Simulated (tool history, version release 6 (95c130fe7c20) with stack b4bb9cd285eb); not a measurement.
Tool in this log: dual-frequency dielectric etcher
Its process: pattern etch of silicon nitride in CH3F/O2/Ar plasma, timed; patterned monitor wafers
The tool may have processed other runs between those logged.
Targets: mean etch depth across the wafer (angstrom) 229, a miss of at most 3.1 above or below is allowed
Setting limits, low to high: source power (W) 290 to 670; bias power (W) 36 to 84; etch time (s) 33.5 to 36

run	hour	source power (W)	bias power (W)	etch time (s)	mean etch depth across the wafer (angstrom)
1	0	480	60	36	247.14
2	5.4	480	66	36	255.33
3	8.1	460	66	36	252.27
4	11.1	410	66	36	244.62
5	18.4	410	56	36	232.83
6	26.2	410	63	36	239.11
7	32.7	400	63	36	239.87
8	34.5	390	63	36	239.57
9	37.6	380	63	36	237.25
10	42.8	370	63	36	235.75
11	45.3	370	63	36	236.43
12	52.3	360	63	36	235.43

Of the 4 settings listed for the next run, only one would bring every result within its allowed miss of target. Which one?
A	59.3	400	66	34	?
B	59.3	400	61	36	?
C	59.3	370	65	33.5	?
D	59.3	360	61	34	?

move	mean etch depth across the wafer (angstrom)
A	229.2
B	236.6
C	220.95
D	218.42
A: meets every target
B: moves away from the targets compared with the last run
C: takes the result that was furthest off past its target
D: takes the result that was furthest off past its target
Correct choice: A, which meets every target

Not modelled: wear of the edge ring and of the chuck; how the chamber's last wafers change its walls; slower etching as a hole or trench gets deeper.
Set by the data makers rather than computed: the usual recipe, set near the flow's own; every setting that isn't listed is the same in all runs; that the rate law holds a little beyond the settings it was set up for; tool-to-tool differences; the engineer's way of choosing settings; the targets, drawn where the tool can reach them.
